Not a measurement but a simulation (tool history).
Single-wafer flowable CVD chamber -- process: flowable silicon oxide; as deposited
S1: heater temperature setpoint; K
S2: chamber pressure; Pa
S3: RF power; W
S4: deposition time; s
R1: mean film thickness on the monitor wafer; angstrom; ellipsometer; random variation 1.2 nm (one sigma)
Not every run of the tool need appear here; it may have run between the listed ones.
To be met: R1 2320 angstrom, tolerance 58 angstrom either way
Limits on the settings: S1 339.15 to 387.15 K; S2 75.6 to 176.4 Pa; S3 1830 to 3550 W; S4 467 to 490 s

run  hour      S1     S2    S3   S4      R1
  1     0  363.15    126  2690  490  5465.1
  2   3.6  369.15  123.5  2685  490  4362.8
  3   4.2  369.15  123.5  2685  467  4122.8
  4   9.2  362.15  123.5  2685  467  5258.1
  5  10.7  362.15  123.5  2395  467  5166.1
  6  12.9  362.15  123.5  2610  467    5215
  7    15  368.15  123.2  2610  467  4277.5
  8  20.9  380.15  122.3  2610  467  2810.4
  9  23.5  381.15  122.3  2610  467  2724.3
 10  27.1  382.15  122.3  2610  467  2657.2
 11  28.4  383.15  122.3  2610  467  2569.1
 12  30.4  387.15  122.1  2610  467  2244.5
 13  36.5  387.15  122.1  2610  467  2245.8

Of the 4 settings listed for the next run, only one would bring every result within its allowed miss of target. Which one?
  A  42.6  385.15  123.1  2785  476   ?
  B  42.6  387.15  115.6  2600  471   ?
  C  42.6  383.15  108.8  2150  479   ?
  D  42.6  375.15   81.5  2805  467   ?

move      R1
   A  2484.8
   B  2183.8
   C  2333.9
   D  2487.6
A: takes the biggest miss from the last run beyond its target
B: misses by more than the last run did
C: all results in spec
D: takes the biggest miss from the last run beyond its target
Correct choice: C, which meets every target
